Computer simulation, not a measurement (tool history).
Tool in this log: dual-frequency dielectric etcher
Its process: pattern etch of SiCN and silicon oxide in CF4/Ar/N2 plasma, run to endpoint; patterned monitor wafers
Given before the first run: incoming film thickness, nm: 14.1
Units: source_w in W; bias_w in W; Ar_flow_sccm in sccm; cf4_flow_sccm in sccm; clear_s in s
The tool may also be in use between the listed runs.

run	day	source_w	bias_w	Ar_flow_sccm	cf4_flow_sccm	clear_s
1	0	320	96	132	46	21.828
2	0.229	330	96	132	46	21.436
3	0.467	340	96	132	46	21.005
4	0.729	340	84	132	46	22.017
5	1.008	340	84	132	49	21.733
6	1.362	350	84	132	49	21.475
7	1.467	360	84	132	49	21.307

What does the tool deliver on the next run?
8	1.829	380	85	132	49	?

clear_s: 20.524 s
